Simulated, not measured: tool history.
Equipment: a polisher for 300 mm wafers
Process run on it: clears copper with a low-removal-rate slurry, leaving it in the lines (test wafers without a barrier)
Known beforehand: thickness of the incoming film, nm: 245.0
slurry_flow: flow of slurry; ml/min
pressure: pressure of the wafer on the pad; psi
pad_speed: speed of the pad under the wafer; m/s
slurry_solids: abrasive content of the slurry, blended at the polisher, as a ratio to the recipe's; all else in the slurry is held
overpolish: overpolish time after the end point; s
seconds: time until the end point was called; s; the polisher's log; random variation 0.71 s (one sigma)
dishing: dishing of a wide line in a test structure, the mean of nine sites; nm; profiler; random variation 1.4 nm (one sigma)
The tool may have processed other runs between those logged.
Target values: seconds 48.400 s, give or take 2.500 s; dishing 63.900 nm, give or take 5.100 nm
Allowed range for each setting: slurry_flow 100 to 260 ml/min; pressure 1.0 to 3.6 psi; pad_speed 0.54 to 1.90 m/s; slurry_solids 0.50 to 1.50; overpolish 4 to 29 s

| run | hour | slurry_flow | pressure | pad_speed | slurry_solids | overpolish | seconds | dishing |
|---|---|---|---|---|---|---|---|---|
| 1 | 0.0 | 165 | 2.3 | 1.22 | 1.00 | 15 | 76.398 | 32.926 |
| 2 | 6.6 | 165 | 2.7 | 1.22 | 1.00 | 15 | 66.634 | 37.965 |
| 3 | 7.5 | 165 | 2.7 | 1.22 | 1.00 | 20 | 69.177 | 49.824 |
| 4 | 12.2 | 165 | 2.7 | 0.94 | 1.00 | 20 | 85.027 | 39.879 |
| 5 | 19.8 | 170 | 2.9 | 1.02 | 1.00 | 20 | 75.405 | 44.544 |
| 6 | 20.9 | 170 | 3.1 | 1.08 | 1.00 | 20 | 66.026 | 49.993 |
| 7 | 29.8 | 170 | 3.2 | 1.12 | 1.00 | 20 | 61.860 | 52.098 |
| 8 | 34.1 | 170 | 3.3 | 1.16 | 1.00 | 20 | 59.792 | 54.405 |
| 9 | 40.1 | 170 | 3.4 | 1.20 | 1.00 | 20 | 55.107 | 58.538 |
| 10 | 44.6 | 170 | 3.5 | 1.22 | 1.00 | 20 | 52.982 | 58.838 |
| 11 | 52.4 | 170 | 3.5 | 1.24 | 1.00 | 20 | 51.514 | 64.186 |

Exactly one of the 4 candidate moves below puts every result within its allowed miss. Which one?
| A | 60.2 | 195 | 3.4 | 1.36 | 1.00 | 20 | ? | ? |
| B | 60.2 | 170 | 3.6 | 1.46 | 0.85 | 18 | ? | ? |
| C | 60.2 | 180 | 3.5 | 1.20 | 0.90 | 16 | ? | ? |
| D | 60.2 | 160 | 3.5 | 1.18 | 0.90 | 22 | ? | ? |

| move | seconds | dishing |
|---|---|---|
| A | 46.796 | 64.605 |
| B | 42.750 | 64.158 |
| C | 52.485 | 49.369 |
| D | 53.947 | 62.445 |
A: all results in spec
B: the result that was furthest off in the last run now lies on the other side of its target
C: misses by more than the last run did
D: misses by more than the last run did
A is the move that brings every result within its allowed miss.
